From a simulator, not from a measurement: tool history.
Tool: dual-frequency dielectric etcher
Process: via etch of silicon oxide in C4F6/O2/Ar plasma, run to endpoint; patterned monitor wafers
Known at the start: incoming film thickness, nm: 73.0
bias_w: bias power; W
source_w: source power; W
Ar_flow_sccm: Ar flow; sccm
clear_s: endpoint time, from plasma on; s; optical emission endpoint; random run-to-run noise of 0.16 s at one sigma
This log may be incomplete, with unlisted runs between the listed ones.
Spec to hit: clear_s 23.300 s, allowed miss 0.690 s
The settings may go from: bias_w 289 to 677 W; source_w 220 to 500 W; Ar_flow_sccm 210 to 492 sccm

| run | day | bias_w | source_w | Ar_flow_sccm | clear_s |
|---|---|---|---|---|---|
| 1 | 0.000 | 483 | 360 | 351 | 18.246 |
| 2 | 0.117 | 406 | 360 | 351 | 19.470 |
| 3 | 0.271 | 406 | 360 | 374 | 19.528 |
| 4 | 0.462 | 360 | 360 | 374 | 20.383 |
| 5 | 0.671 | 360 | 360 | 326 | 20.210 |
| 6 | 0.925 | 360 | 310 | 326 | 21.687 |
| 7 | 1.071 | 299 | 280 | 332 | 24.560 |
| 8 | 1.338 | 311 | 280 | 332 | 24.137 |

Which one of the following 4 next-run settings gets every result inside its allowed miss? There is exactly one.
| A | 1.604 | 315 | 260 | 304 | ? |
| B | 1.604 | 289 | 260 | 287 | ? |
| C | 1.604 | 303 | 330 | 412 | ? |
| D | 1.604 | 289 | 250 | 270 | ? |

| move | clear_s |
|---|---|
| A | 24.770 |
| B | 25.487 |
| C | 23.223 |
| D | 25.814 |
A: its largest miss is bigger than the last run's
B: its largest miss is bigger than the last run's
C: meets every target
D: its largest miss is bigger than the last run's
Go with C: it meets all targets.
